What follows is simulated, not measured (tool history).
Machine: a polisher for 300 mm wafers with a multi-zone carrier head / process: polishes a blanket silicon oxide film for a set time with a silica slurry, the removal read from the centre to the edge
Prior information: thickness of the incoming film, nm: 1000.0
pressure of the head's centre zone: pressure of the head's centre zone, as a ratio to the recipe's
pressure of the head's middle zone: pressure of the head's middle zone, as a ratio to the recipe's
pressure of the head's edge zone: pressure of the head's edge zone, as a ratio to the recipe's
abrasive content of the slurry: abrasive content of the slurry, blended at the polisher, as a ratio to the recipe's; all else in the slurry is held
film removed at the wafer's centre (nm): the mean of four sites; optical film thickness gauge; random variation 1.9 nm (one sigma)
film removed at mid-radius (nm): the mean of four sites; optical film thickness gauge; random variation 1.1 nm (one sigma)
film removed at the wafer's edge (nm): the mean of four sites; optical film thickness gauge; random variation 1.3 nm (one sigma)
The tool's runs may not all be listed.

run	hour	flow of slurry (ml/min)	pressure of the head's centre zone	pressure of the head's middle zone	pressure of the head's edge zone	abrasive content of the slurry	polishing time (s)	film removed at the wafer's centre (nm)	film removed at mid-radius (nm)	film removed at the wafer's edge (nm)
1	0.0	300	1.00	1.00	1.00	1.00	51	175.80	176.32	181.89
2	3.6	300	1.01	0.97	0.98	0.90	50	166.71	161.08	167.29
3	10.8	295	1.01	0.94	0.97	0.85	50	159.97	151.37	160.68
4	12.5	295	1.01	0.94	1.03	0.85	50	159.30	150.57	167.87
5	21.1	295	1.02	0.92	1.01	0.80	50	159.18	147.08	157.94
6	25.4	295	1.02	1.00	1.01	0.80	50	161.14	156.96	158.03
7	29.7	290	1.02	0.97	1.01	0.75	50	151.42	145.05	155.26
8	37.7	285	1.03	0.95	0.99	0.70	50	151.38	140.92	147.77

Forecast run 9:
9	43.3	280	1.03	0.93	0.98	0.65	50	?	?	?

For run 9 the tool returned film removed at the wafer's centre (nm) 143.20, film removed at mid-radius (nm) 131.25, film removed at the wafer's edge (nm) 144.37.
